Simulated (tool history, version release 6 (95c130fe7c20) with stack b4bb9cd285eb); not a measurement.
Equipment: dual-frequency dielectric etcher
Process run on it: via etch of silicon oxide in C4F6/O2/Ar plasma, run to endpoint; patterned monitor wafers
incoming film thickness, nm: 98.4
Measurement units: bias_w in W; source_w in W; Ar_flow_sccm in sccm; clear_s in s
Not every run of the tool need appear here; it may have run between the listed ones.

run	hour	bias_w	source_w	Ar_flow_sccm	clear_s
1	0.0	470	300	370	24.759
2	1.2	489	310	368	24.121
3	9.4	504	310	367	23.741
4	11.8	516	310	366	23.525
# hour 14.4: bias power generator calibrated
5	14.4	527	310	365	23.455
6	21.4	537	310	364	23.197
7	23.9	546	310	363	23.593

Run 8, settings as shown, results not yet in. Your forecast:
8	25.1	550	320	361	?

clear_s: 23.051 s
